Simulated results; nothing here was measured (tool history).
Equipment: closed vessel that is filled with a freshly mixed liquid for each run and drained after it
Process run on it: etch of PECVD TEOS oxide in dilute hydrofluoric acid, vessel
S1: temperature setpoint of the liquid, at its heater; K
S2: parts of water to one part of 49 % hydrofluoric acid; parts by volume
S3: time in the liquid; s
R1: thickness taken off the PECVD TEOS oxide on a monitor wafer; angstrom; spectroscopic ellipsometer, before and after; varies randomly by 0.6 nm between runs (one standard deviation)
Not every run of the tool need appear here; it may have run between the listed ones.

run  hour      S1  S2   S3      R1
  1     0  296.15  65  115   378.8
  2   7.7  293.15  65  115  334.23
  3  14.4  296.15  65  115   378.6
  4  15.3  297.15  60  115  434.88
  5  19.7  298.15  55  115   496.9
  6  23.4  298.15  40  115  698.93
  7  29.5  299.15  40  115  736.44
  8  38.4  299.65  40  115  738.84
  9  45.9  300.15  40  115  757.59

Run 10 is up next; what results do you expect?
 10  50.4  300.65  40  115   ?

{"run 10": {"R1": 769.48}}
